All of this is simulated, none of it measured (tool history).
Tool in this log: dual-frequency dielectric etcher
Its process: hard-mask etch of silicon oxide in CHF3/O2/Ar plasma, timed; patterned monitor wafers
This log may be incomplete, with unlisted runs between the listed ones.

run,hour,source power (kW),bias power (kW),etch time (s),mean etch depth across the wafer (angstrom)
1,0,0.89,0.172,37,868.49
2,3.5,0.96,0.172,37,910.34
3,6.4,0.96,0.193,37,949.92
4,12.7,0.96,0.218,37,986.47
5,13.9,0.96,0.191,37,945.31
6,22.2,0.86,0.191,37,883.92
7,29.1,0.91,0.193,37,918.37
8,34.5,0.95,0.194,37,942.02
9,36,0.98,0.195,37,968.17
10,37,1,0.196,37,971.59

Forecast run 11:
11,44.3,1.02,0.197,37,?

Run 11 gave mean etch depth across the wafer (angstrom) 985.7.
